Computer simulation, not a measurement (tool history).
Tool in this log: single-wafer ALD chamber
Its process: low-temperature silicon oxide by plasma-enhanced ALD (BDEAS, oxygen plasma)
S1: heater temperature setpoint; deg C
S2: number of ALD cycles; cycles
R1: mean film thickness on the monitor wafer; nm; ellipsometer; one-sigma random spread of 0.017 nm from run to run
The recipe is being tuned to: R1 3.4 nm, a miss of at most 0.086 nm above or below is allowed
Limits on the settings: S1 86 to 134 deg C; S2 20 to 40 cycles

run	hour	S1	S2	R1
1	0	110	30	4.2544
2	2	101	30	4.3376
3	4.6	103	28	4.0253
4	8.1	103	31	4.4977
# hour 15.1: thermocouple changed; heater temperature recalibrated
5	15.1	103	35	5.1204
6	16.8	103	32	4.6252
7	20.4	105	29	4.1801
8	24.7	106	27	3.8951
9	26.1	107	26	3.7319
10	30.4	108	25	3.6033

Which single option among these 5 for the next run brings every result within its allowed miss of target? Just one does.
A	34.7	117	28	?
B	34.7	112	24	?
C	34.7	114	23	?
D	34.7	98	25	?
E	34.7	109	27	?

move	R1
A	3.9845
B	3.4463
C	3.2908
D	3.6917
E	3.8981
A: the biggest miss grows against the last run
B: meets every target
C: moves the result that the last run missed by most past its target, out the other side
D: the biggest miss grows against the last run
E: the biggest miss grows against the last run
B is the move that brings every result within its allowed miss.

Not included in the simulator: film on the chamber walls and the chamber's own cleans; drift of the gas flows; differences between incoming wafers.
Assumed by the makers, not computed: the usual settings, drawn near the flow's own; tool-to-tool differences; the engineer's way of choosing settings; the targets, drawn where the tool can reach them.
